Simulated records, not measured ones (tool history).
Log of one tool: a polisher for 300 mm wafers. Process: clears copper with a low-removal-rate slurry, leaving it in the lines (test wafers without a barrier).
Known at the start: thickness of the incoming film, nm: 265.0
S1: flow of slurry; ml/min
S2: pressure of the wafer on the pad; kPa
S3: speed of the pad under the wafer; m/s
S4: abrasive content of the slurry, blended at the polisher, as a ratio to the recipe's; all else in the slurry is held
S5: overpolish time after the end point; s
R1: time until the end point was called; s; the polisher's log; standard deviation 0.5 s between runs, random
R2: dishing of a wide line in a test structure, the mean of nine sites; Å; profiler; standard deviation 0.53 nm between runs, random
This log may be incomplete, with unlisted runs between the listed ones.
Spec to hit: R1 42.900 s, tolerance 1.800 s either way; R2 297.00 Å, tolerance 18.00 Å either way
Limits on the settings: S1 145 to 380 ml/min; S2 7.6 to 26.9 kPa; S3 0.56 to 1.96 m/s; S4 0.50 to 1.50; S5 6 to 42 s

Run 1, hour 0.0: S1 245 ml/min, S2 17.2 kPa, S3 1.26 m/s, S4 1.00, S5 21 s. Result: R1 74.624 s, R2 259.25 Å.
Run 2, hour 2.4: S1 245 ml/min, S2 13.1 kPa, S3 1.26 m/s, S4 1.00, S5 21 s. Result: R1 95.769 s, R2 245.23 Å.
Run 3, hour 10.3: S1 245 ml/min, S2 16.5 kPa, S3 1.28 m/s, S4 1.00, S5 21 s. Result: R1 73.970 s, R2 266.27 Å.
Run 4, hour 18.9: S1 245 ml/min, S2 16.5 kPa, S3 1.40 m/s, S4 1.00, S5 21 s. Result: R1 69.023 s, R2 267.00 Å.
Run 5, hour 27.1: S1 245 ml/min, S2 16.5 kPa, S3 1.40 m/s, S4 1.00, S5 16 s. Result: R1 70.959 s, R2 241.59 Å.
Run 6, hour 27.9: S1 245 ml/min, S2 18.6 kPa, S3 1.40 m/s, S4 1.00, S5 17 s. Result: R1 62.484 s, R2 251.44 Å.
Run 7, hour 29.4: S1 245 ml/min, S2 23.4 kPa, S3 1.44 m/s, S4 1.00, S5 23 s. Result: R1 49.800 s, R2 290.44 Å.
Run 8, hour 35.5: S1 245 ml/min, S2 24.1 kPa, S3 1.44 m/s, S4 1.00, S5 23 s. Result: R1 48.713 s, R2 290.84 Å.
Run 9, hour 39.7: S1 245 ml/min, S2 24.8 kPa, S3 1.44 m/s, S4 1.00, S5 23 s. Result: R1 46.968 s, R2 294.61 Å.

Consider the 5 candidate settings below. Which is the only one whose results all fall within their allowed miss of target?
Run A, hour 43.9: S1 235 ml/min, S2 22.1 kPa, S3 1.64 m/s, S4 1.05, S5 21 s. Result: R1 ?, R2 ?.
Run B, hour 43.9: S1 280 ml/min, S2 26.2 kPa, S3 1.52 m/s, S4 1.50, S5 14 s. Result: R1 ?, R2 ?.
Run C, hour 43.9: S1 245 ml/min, S2 23.4 kPa, S3 1.46 m/s, S4 0.80, S5 38 s. Result: R1 ?, R2 ?.
Run D, hour 43.9: S1 300 ml/min, S2 26.2 kPa, S3 1.48 m/s, S4 0.85, S5 21 s. Result: R1 ?, R2 ?.
Run E, hour 43.9: S1 290 ml/min, S2 22.1 kPa, S3 1.76 m/s, S4 1.05, S5 11 s. Result: R1 ?, R2 ?.

move      R1      R2
   A  47.392  289.43
   B  39.106  282.70
   C  50.890  300.14
   D  43.876  295.08
   E  43.920  254.89
A: misses by more than the last run did
B: pushes the last run's worst result past its target
C: misses by more than the last run did
D: in spec on every target
E: gets the furthest-off result to its target, but another result is out of tolerance
So the answer is move D, the one that meets all the targets.
